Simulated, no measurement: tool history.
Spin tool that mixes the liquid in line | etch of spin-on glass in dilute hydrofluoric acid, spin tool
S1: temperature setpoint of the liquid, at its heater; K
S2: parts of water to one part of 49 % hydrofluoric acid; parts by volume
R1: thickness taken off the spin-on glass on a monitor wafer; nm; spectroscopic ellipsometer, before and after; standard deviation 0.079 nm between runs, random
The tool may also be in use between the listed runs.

run 1 hour=0.0 | S1=299.15 S2=280 time_under_the_liquid_(s)=105 | R1=9.5973
run 2 hour=8.9 | S1=301.65 S2=260 time_under_the_liquid_(s)=105 | R1=11.5020
run 3 hour=9.7 | S1=301.65 S2=210 time_under_the_liquid_(s)=105 | R1=14.9480
run 4 hour=15.9 | S1=301.65 S2=165 time_under_the_liquid_(s)=105 | R1=20.2270
run 5 hour=19.9 | S1=304.65 S2=165 time_under_the_liquid_(s)=105 | R1=22.6490
run 6 hour=25.2 | S1=301.65 S2=165 time_under_the_liquid_(s)=105 | R1=20.1280
run 7 hour=34.1 | S1=297.65 S2=170 time_under_the_liquid_(s)=105 | R1=16.7690
run 8 hour=36.5 | S1=297.15 S2=170 time_under_the_liquid_(s)=105 | R1=16.4640
-- hour=41.0 thermometer replaced
run 9 hour=41.0 | S1=296.65 S2=170 time_under_the_liquid_(s)=105 | R1=17.7260
run 10 hour=44.6 | S1=296.65 S2=205 time_under_the_liquid_(s)=105 | R1=14.0990
run 11 hour=50.2 | S1=297.65 S2=205 time_under_the_liquid_(s)=105 | R1=14.7220

Run 12 comes next. What will it give?
run 12 hour=50.9 | S1=298.15 S2=205 time_under_the_liquid_(s)=105 | R1=?

R1: 14.9840 nm

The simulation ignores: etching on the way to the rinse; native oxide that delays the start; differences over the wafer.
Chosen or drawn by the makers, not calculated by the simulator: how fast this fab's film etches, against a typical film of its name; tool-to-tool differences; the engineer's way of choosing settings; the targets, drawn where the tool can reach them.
